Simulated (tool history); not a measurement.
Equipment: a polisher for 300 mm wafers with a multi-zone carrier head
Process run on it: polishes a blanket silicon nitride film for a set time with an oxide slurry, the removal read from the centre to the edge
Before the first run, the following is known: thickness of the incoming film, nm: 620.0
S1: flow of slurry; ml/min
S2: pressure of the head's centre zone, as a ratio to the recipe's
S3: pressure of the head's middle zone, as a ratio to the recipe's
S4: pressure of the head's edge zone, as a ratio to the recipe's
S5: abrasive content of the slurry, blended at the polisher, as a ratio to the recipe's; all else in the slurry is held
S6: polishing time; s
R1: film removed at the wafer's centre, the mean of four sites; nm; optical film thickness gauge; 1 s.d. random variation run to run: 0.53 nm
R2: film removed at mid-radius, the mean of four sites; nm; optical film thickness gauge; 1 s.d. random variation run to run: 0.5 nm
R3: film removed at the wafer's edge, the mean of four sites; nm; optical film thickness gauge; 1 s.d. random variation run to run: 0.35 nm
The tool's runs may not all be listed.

| run | day | S1 | S2 | S3 | S4 | S5 | S6 | R1 | R2 | R3 |
|---|---|---|---|---|---|---|---|---|---|---|
| 1 | 0 | 295 | 1 | 1 | 1 | 1 | 55 | 34.554 | 34.305 | 34.727 |
| 2 | 0.338 | 295 | 1 | 1 | 1 | 0.85 | 55 | 31.496 | 32.613 | 32.905 |
| 3 | 0.621 | 295 | 1 | 1 | 1 | 1 | 55 | 33.937 | 34.686 | 34.945 |
| 4 | 0.75 | 255 | 1 | 1 | 1 | 1 | 55 | 32.917 | 34.123 | 34.029 |
| 5 | 0.9 | 255 | 1 | 1 | 0.97 | 1 | 55 | 33.23 | 33.875 | 34.322 |
| 6 | 1.262 | 260 | 0.99 | 1.04 | 0.97 | 1.1 | 56 | 35.116 | 37.066 | 35.516 |
| 7 | 1.346 | 265 | 0.98 | 1.06 | 0.99 | 1.2 | 57 | 36.458 | 40.106 | 38.338 |

Run 8 is up next; what results do you expect?
| 8 | 1.521 | 280 | 0.99 | 1.09 | 1 | 1.25 | 58 | ? | ? | ? |

{"run 8": {"R1": 38.661, "R2": 42.654, "R3": 40.055}}
